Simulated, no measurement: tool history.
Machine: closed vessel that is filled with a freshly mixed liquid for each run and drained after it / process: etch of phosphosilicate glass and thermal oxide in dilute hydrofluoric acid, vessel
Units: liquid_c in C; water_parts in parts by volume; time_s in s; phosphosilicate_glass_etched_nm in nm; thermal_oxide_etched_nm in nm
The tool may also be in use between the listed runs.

run  hour  liquid_c  water_parts  time_s  phosphosilicate_glass_etched_nm  thermal_oxide_etched_nm
  1   0.0      24.0           90      60                           58.608                   3.2179
  2   3.0      24.0           90      45                           43.898                   2.4134
  3  11.5      25.0           85      45                           48.597                   2.7110
  4  17.5      25.5           80      45                           53.903                   2.8998
  5  25.5      25.5           80      65                           76.243                   4.1381
  6  27.7      25.5           55      65                          116.710                   6.2425
  7  33.1      24.5           55      65                          111.080                   5.8675

Run 8 has not been measured yet. What should we expect?
  8  40.9      24.0           55      65                                ?                        ?

For run 8 the tool returned phosphosilicate_glass_etched_nm 107.900 nm, thermal_oxide_etched_nm 5.8997 nm.
